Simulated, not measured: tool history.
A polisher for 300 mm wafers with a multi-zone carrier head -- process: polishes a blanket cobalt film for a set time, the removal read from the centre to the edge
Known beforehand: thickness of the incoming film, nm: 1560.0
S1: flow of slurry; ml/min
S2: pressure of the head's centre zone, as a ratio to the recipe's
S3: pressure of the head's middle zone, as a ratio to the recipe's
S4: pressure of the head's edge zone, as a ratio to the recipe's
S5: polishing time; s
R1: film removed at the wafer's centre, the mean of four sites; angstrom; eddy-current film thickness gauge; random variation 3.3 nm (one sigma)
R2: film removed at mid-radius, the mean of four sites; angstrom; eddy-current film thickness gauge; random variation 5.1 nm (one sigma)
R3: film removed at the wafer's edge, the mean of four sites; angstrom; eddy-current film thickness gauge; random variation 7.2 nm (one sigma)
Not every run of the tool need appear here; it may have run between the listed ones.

Run 1, day 0.000: S1 145 ml/min, S2 1.00, S3 1.00, S4 1.00, S5 83 s. Result: R1 3903.7 angstrom, R2 4034.2 angstrom, R3 4041.3 angstrom.
Run 2, day 0.133: S1 145 ml/min, S2 1.00, S3 1.06, S4 1.00, S5 83 s. Result: R1 3912.8 angstrom, R2 4226.0 angstrom, R3 4023.7 angstrom.
Run 3, day 0.162: S1 145 ml/min, S2 1.00, S3 1.06, S4 1.04, S5 83 s. Result: R1 3952.3 angstrom, R2 4230.6 angstrom, R3 4109.1 angstrom.
Run 4, day 0.408: S1 150 ml/min, S2 0.99, S3 1.04, S4 1.06, S5 84 s. Result: R1 3971.3 angstrom, R2 4155.2 angstrom, R3 4211.1 angstrom.
Run 5, day 0.783: S1 155 ml/min, S2 0.98, S3 1.03, S4 1.08, S5 85 s. Result: R1 4024.4 angstrom, R2 4302.1 angstrom, R3 4326.8 angstrom.
Run 6, day 1.092: S1 155 ml/min, S2 0.98, S3 1.01, S4 1.09, S5 86 s. Result: R1 4080.3 angstrom, R2 4267.7 angstrom, R3 4381.1 angstrom.
Run 7, day 1.154: S1 155 ml/min, S2 0.98, S3 0.99, S4 1.10, S5 87 s. Result: R1 4132.8 angstrom, R2 4163.8 angstrom, R3 4352.3 angstrom.
Run 8, day 1.421: S1 155 ml/min, S2 0.97, S3 0.97, S4 1.11, S5 89 s. Result: R1 4164.8 angstrom, R2 4260.3 angstrom, R3 4597.3 angstrom.

Estimate the outcome of run 9 from the log above:
Run 9, day 1.517: S1 155 ml/min, S2 0.97, S3 0.96, S4 1.12, S5 90 s. Result: R1 ?, R2 ?, R3 ?.

{"run 9": {"R1": 4244.7, "R2": 4322.5, "R3": 4661.6}}
